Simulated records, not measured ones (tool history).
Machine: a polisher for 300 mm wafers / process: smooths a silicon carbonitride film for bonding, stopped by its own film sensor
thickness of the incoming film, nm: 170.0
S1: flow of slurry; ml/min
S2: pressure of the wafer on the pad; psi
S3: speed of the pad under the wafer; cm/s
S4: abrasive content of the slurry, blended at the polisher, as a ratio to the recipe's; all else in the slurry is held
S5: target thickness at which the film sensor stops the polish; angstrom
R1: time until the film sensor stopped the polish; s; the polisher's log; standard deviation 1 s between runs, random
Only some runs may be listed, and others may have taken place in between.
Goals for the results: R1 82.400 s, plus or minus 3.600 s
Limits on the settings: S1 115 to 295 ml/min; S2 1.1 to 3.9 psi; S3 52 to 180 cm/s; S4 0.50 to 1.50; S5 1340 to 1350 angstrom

run 1 day=0.000 | S1=190 S2=2.5 S3=116 S4=1.00 S5=1350 | R1=105.450
run 2 day=0.342 | S1=155 S2=2.5 S3=116 S4=1.00 S5=1350 | R1=106.260
run 3 day=0.421 | S1=155 S2=2.6 S3=116 S4=1.00 S5=1350 | R1=104.050
run 4 day=0.483 | S1=120 S2=2.6 S3=116 S4=1.00 S5=1350 | R1=110.890
run 5 day=0.696 | S1=140 S2=2.7 S3=116 S4=1.00 S5=1350 | R1=103.290
run 6 day=0.883 | S1=150 S2=2.8 S3=116 S4=1.00 S5=1350 | R1=97.149
run 7 day=1.046 | S1=160 S2=2.9 S3=116 S4=1.00 S5=1350 | R1=92.500
run 8 day=1.212 | S1=165 S2=2.9 S3=116 S4=1.00 S5=1350 | R1=92.086

Which of these 4 next moves meets every target?
run A day=1.379 | S1=145 S2=3.2 S3=106 S4=0.95 S5=1350 | R1=?
run B day=1.379 | S1=170 S2=2.6 S3=126 S4=0.95 S5=1350 | R1=?
run C day=1.379 | S1=200 S2=2.7 S3=118 S4=1.00 S5=1350 | R1=?
run D day=1.379 | S1=160 S2=3.0 S3=138 S4=0.90 S5=1350 | R1=?

move=A R1=95.241
move=B R1=99.212
move=C R1=95.236
move=D R1=83.984
A: further off than the last run
B: further off than the last run
C: further off than the last run
D: meets every target
The right move is D.
